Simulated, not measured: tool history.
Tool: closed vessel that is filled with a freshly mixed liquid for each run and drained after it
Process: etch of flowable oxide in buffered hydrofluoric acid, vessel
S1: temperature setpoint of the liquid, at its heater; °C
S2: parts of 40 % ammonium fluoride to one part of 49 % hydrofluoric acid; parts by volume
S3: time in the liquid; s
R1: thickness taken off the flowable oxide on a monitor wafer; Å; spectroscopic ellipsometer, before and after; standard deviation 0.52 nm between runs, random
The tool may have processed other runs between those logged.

Run 1, hour 0.0: S1 21.0 °C, S2 14.5 parts by volume, S3 85 s. Result: R1 1516.2 Å.
Run 2, hour 4.3: S1 21.0 °C, S2 14.5 parts by volume, S3 85 s. Result: R1 1516.3 Å.
Run 3, hour 5.1: S1 19.5 °C, S2 14.5 parts by volume, S3 85 s. Result: R1 1388.0 Å.
Run 4, hour 6.7: S1 19.5 °C, S2 17.5 parts by volume, S3 85 s. Result: R1 1155.5 Å.
Run 5, hour 15.5: S1 20.0 °C, S2 17.5 parts by volume, S3 85 s. Result: R1 1185.7 Å.
Run 6, hour 23.3: S1 20.5 °C, S2 17.5 parts by volume, S3 85 s. Result: R1 1222.3 Å.
Run 7, hour 31.2: S1 21.0 °C, S2 17.5 parts by volume, S3 85 s. Result: R1 1253.5 Å.
Run 8, hour 34.6: S1 21.5 °C, S2 17.5 parts by volume, S3 85 s. Result: R1 1285.9 Å.
Run 9, hour 37.1: S1 22.0 °C, S2 17.5 parts by volume, S3 85 s. Result: R1 1325.2 Å.

Forecast run 10:
Run 10, hour 45.8: S1 22.5 °C, S2 17.5 parts by volume, S3 85 s. Result: R1 ?.

{"run 10": {"R1": 1362.9}}
